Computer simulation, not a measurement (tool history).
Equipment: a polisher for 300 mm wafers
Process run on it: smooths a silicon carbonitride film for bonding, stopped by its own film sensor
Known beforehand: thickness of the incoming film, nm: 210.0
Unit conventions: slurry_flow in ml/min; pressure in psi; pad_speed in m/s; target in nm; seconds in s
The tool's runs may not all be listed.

run	hour	slurry_flow	pressure	pad_speed	slurry_solids	target	seconds
1	0	175	1.9	0.76	1	176	198.7
2	3.3	175	1.9	0.66	1	176	220.46
3	7.3	175	1.7	0.64	1	176	241.76
4	15.4	175	1.5	0.6	1	176	289.47
5	19.4	175	1.5	0.6	1	176	288.47
6	20	175	1.4	0.6	1	176	310.22
7	23.7	175	1.3	0.6	1	176	338.26

The next listed run, before its measurement:
8	32.5	175	1.2	0.6	1	176	?

{"run 8": {"seconds": 369.81}}

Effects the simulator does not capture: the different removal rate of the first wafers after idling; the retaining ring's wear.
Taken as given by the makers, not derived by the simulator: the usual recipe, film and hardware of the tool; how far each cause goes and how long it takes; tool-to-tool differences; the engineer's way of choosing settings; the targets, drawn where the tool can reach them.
